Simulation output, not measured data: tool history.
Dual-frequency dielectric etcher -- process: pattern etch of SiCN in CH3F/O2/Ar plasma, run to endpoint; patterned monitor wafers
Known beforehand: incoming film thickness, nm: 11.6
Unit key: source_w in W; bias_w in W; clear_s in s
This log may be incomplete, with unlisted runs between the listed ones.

{"run": 1, "day": 0.0, "source_w": 420, "bias_w": 87, "clear_s": 26.869}
{"run": 2, "day": 0.233, "source_w": 430, "bias_w": 88, "clear_s": 26.49}
{"run": 3, "day": 0.542, "source_w": 430, "bias_w": 80, "clear_s": 27.316}
{"run": 4, "day": 0.888, "source_w": 440, "bias_w": 82, "clear_s": 26.655}
{"run": 5, "day": 1.196, "source_w": 500, "bias_w": 82, "clear_s": 25.929}
{"run": 6, "day": 1.521, "source_w": 510, "bias_w": 84, "clear_s": 25.597}

Forecast run 7:
{"day": 1.562, "done": "source power generator calibrated"}
{"run": 7, "day": 1.562, "source_w": 520, "bias_w": 86, "clear_s": "?"}

clear_s: 25.333 s

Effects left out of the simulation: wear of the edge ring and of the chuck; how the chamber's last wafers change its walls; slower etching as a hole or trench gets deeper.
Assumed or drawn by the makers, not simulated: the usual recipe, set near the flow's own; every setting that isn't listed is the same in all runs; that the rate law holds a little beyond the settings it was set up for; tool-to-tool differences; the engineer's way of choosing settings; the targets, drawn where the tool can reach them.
